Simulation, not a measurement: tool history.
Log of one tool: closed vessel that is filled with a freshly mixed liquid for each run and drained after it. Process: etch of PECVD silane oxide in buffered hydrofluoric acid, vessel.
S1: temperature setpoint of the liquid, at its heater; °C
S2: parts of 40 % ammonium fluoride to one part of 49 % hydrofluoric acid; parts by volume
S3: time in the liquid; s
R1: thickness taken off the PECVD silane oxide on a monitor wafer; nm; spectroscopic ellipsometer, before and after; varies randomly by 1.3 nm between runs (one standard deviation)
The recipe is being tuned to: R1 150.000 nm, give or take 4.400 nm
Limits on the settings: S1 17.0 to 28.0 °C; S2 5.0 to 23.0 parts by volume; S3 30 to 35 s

Run 1, hour 0.0: S1 20.0 °C, S2 14.0 parts by volume, S3 35 s. Result: R1 51.323 nm.
Run 2, hour 3.1: S1 17.0 °C, S2 14.0 parts by volume, S3 35 s. Result: R1 43.352 nm.
Run 3, hour 5.2: S1 20.0 °C, S2 11.5 parts by volume, S3 35 s. Result: R1 61.130 nm.
Run 4, hour 10.5: S1 20.0 °C, S2 11.5 parts by volume, S3 30 s. Result: R1 53.285 nm.
At hour 18.4: hydrofluoric acid flow meter replaced.
Run 5, hour 18.4: S1 22.5 °C, S2 9.5 parts by volume, S3 30 s. Result: R1 78.932 nm.
Run 6, hour 23.4: S1 24.0 °C, S2 8.5 parts by volume, S3 30 s. Result: R1 93.859 nm.
Run 7, hour 29.7: S1 25.0 °C, S2 8.0 parts by volume, S3 30 s. Result: R1 107.200 nm.
Run 8, hour 36.4: S1 26.0 °C, S2 7.5 parts by volume, S3 30 s. Result: R1 119.880 nm.
Run 9, hour 41.1: S1 28.0 °C, S2 6.0 parts by volume, S3 30 s. Result: R1 164.520 nm.
Run 10, hour 44.8: S1 28.0 °C, S2 6.0 parts by volume, S3 30 s. Result: R1 164.090 nm.
Run 11, hour 47.4: S1 28.0 °C, S2 6.0 parts by volume, S3 30 s. Result: R1 165.080 nm.

Below are 4 possible settings for the next run. Only one of them brings all results inside the allowed miss of their targets. Which is it?
Run A, hour 50.0: S1 28.0 °C, S2 5.0 parts by volume, S3 30 s. Result: R1 ?.
Run B, hour 50.0: S1 26.0 °C, S2 7.0 parts by volume, S3 35 s. Result: R1 ?.
Run C, hour 50.0: S1 26.5 °C, S2 6.0 parts by volume, S3 35 s. Result: R1 ?.
Run D, hour 50.0: S1 27.5 °C, S2 6.0 parts by volume, S3 35 s. Result: R1 ?.

move       R1
   A  192.570
   B  151.470
   C  177.810
   D  187.550
A: misses by more than the last run did
B: every result lands within tolerance
C: misses by more than the last run did
D: misses by more than the last run did
So the answer is move B, the one that meets all the targets.

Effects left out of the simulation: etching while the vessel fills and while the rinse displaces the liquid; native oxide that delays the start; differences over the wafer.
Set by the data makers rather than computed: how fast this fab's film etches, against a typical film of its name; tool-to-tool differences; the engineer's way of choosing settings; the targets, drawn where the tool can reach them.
